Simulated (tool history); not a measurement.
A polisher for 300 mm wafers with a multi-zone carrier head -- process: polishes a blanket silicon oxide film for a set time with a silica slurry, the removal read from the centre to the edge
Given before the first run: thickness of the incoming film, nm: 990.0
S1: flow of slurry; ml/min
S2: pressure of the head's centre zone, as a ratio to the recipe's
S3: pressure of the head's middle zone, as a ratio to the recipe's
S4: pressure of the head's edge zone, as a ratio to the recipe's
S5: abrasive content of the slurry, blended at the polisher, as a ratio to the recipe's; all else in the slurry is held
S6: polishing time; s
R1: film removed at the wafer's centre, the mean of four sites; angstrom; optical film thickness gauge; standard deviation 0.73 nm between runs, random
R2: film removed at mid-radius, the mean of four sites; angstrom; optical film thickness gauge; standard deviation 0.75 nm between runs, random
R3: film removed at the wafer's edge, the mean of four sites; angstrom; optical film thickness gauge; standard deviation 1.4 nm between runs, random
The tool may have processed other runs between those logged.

run,hour,S1,S2,S3,S4,S5,S6,R1,R2,R3
1,0,210,1,1,1,1,46,1096.1,1097.5,1081.3
2,4.4,230,1,1,1,1,46,1110.5,1115,1106.8
3,9.4,210,0.97,1.01,0.97,1,46,1069.7,1103.5,1076.4
4,10.4,180,0.97,1.01,0.97,1,46,1026.3,1088.3,1038.6
5,12.3,180,0.97,1.01,0.9,1,46,1031.1,1083.4,1027.6
6,17.5,170,0.96,1.02,0.89,1,46,1007.9,1088,999.76

Run 7 has not been measured yet. What should we expect?
7,24.9,160,0.95,1.02,0.89,1,46,?,?,?

Run 7 came out at R1 1005.3 angstrom, R2 1073.5 angstrom, R3 1007.7 angstrom.

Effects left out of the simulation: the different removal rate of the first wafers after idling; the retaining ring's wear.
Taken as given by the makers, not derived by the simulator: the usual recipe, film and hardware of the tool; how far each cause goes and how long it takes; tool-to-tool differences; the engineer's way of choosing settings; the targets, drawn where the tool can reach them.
